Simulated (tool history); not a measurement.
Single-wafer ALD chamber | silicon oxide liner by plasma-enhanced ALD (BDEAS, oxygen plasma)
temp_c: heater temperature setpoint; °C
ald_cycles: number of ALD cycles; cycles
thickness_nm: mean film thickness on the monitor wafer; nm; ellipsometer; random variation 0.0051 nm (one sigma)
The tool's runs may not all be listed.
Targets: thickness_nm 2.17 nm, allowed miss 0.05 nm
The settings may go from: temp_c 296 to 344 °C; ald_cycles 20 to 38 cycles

run  hour  temp_c  ald_cycles  thickness_nm
  1     0     320          29        2.6821
  2   3.4     320          31        2.8582
  3   9.2     320          30        2.7727
  4  12.4     320          28        2.5886
  5  17.6     310          28        2.6138
  6  25.8     310          30        2.7992
  7  28.1     310          29        2.7089
  8  36.6     310          28        2.6129
  9  44.4     310          27        2.5249
 10  52.9     310          26        2.4311
 11  59.7     310          26        2.4281
 12  66.6     310          24        2.2414

5 next moves are on the table. One of them brings every result within its allowed miss. Which?
  A  73.5     310          26             ?
  B  73.5     309          23             ?
  C  73.5     314          25             ?
  D  73.5     306          22             ?
  E  73.5     308          25             ?

move  thickness_nm
   A        2.4432
   B         2.164
   C        2.3375
   D        2.0777
   E        2.3551
A: further off than the last run
B: meets every target
C: further off than the last run
D: takes the result that was furthest off past its target
E: further off than the last run
Move B is the one to make.
